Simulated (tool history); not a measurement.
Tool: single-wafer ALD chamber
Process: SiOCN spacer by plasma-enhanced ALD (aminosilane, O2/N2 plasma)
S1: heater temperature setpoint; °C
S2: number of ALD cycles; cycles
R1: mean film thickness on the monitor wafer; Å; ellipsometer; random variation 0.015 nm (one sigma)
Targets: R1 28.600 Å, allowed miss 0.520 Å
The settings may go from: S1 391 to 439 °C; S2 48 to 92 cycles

| run | day | S1 | S2 | R1 |
|---|---|---|---|---|
| 1 | 0.000 | 415 | 70 | 38.715 |
| 2 | 0.121 | 417 | 68 | 37.475 |
| 3 | 0.150 | 418 | 66 | 36.348 |
| 4 | 0.200 | 426 | 66 | 35.478 |
| 5 | 0.342 | 427 | 64 | 34.280 |
| 6 | 0.612 | 428 | 63 | 33.732 |
| 7 | 0.796 | 429 | 62 | 32.953 |
| 8 | 1.096 | 430 | 61 | 31.885 |
| 9 | 1.367 | 431 | 60 | 31.826 |
| 10 | 1.500 | 432 | 59 | 30.886 |
| 11 | 1.700 | 432 | 58 | 30.640 |
| 12 | 1.938 | 433 | 58 | 30.449 |
| 13 | 2.167 | 435 | 56 | 29.334 |

5 next moves are on the table. One of them brings every result within its allowed miss. Which?
| A | 2.396 | 437 | 58 | ? |
| B | 2.396 | 438 | 58 | ? |
| C | 2.396 | 439 | 56 | ? |
| D | 2.396 | 429 | 56 | ? |
| E | 2.396 | 439 | 58 | ? |

| move | R1 |
|---|---|
| A | 29.988 |
| B | 29.887 |
| C | 28.759 |
| D | 29.732 |
| E | 29.786 |
A: further off than the last run
B: further off than the last run
C: meets every target
D: further off than the last run
E: further off than the last run
Move C is the one to make.
